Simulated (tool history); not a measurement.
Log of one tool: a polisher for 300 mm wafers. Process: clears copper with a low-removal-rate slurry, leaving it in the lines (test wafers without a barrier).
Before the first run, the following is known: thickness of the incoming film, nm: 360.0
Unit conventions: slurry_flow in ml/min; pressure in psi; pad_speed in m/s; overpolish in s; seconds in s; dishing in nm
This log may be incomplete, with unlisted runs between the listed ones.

run	hour	slurry_flow	pressure	pad_speed	slurry_solids	overpolish	seconds	dishing
1	0.0	240	3.6	1.30	1.0	8	91.595	18.967
2	2.7	240	3.2	1.30	1.0	8	103.830	17.515
3	8.3	240	2.9	1.30	1.0	8	112.390	16.004
4	14.8	240	2.7	1.30	1.0	8	121.460	15.436
5	18.4	240	2.7	1.60	1.0	8	101.610	17.987
6	25.3	240	2.7	1.46	1.0	8	111.130	16.680
7	30.1	240	2.5	1.46	1.0	8	118.380	15.768
8	35.8	240	2.4	1.46	1.0	8	123.460	15.432

What does the tool deliver on the next run?
9	39.1	235	2.1	1.46	1.0	9	?	?

Run 9 measured seconds 137.820 s, dishing 14.847 nm.
